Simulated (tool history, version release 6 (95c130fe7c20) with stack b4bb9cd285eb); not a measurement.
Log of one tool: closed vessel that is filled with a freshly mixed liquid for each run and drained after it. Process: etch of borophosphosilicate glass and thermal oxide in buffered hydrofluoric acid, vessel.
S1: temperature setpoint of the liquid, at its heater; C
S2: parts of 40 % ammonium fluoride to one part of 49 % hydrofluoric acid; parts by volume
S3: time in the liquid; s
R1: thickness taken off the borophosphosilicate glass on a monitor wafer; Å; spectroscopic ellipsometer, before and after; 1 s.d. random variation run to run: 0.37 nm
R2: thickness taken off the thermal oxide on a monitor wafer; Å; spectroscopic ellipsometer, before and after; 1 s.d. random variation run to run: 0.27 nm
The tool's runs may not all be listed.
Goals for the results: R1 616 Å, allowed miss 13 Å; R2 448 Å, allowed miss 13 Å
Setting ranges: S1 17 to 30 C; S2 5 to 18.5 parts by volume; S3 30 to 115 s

| run | day | S1 | S2 | S3 | R1 | R2 |
|---|---|---|---|---|---|---|
| 1 | 0 | 22 | 11.5 | 60 | 795.31 | 575.01 |
| 2 | 0.317 | 20.5 | 11.5 | 60 | 734.45 | 523.58 |
| 3 | 0.429 | 20.5 | 14 | 60 | 597.79 | 435.23 |
| 4 | 0.679 | 18 | 14 | 60 | 524.26 | 376.29 |
| 5 | 1.012 | 18 | 14 | 35 | 302.29 | 220.22 |
| 6 | 1.133 | 18 | 14 | 50 | 435.35 | 310.36 |
| 7 | 1.392 | 20 | 13.5 | 50 | 509.26 | 366.9 |
| 8 | 1.6 | 21 | 13.5 | 50 | 530.55 | 382.28 |
| 9 | 1.9 | 22 | 13.5 | 50 | 562.94 | 406.28 |
| 10 | 1.942 | 22.5 | 13.5 | 50 | 584 | 417.47 |
| 11 | 2.262 | 23 | 13.5 | 50 | 593.02 | 432.99 |

Which single option among these 4 for the next run brings every result within its allowed miss of target? Just one does.
| A | 2.583 | 24 | 14.5 | 50 | ? | ? |
| B | 2.583 | 17 | 8.5 | 50 | ? | ? |
| C | 2.583 | 24.5 | 16.5 | 55 | ? | ? |
| D | 2.583 | 22.5 | 14 | 55 | ? | ? |

| move | R1 | R2 |
|---|---|---|
| A | 582.64 | 424.88 |
| B | 650.45 | 470.04 |
| C | 579.59 | 423 |
| D | 611.58 | 445.53 |
A: further off than the last run
B: pushes the last run's worst result past its target
C: further off than the last run
D: in spec on every target
Correct choice: D, which meets every target
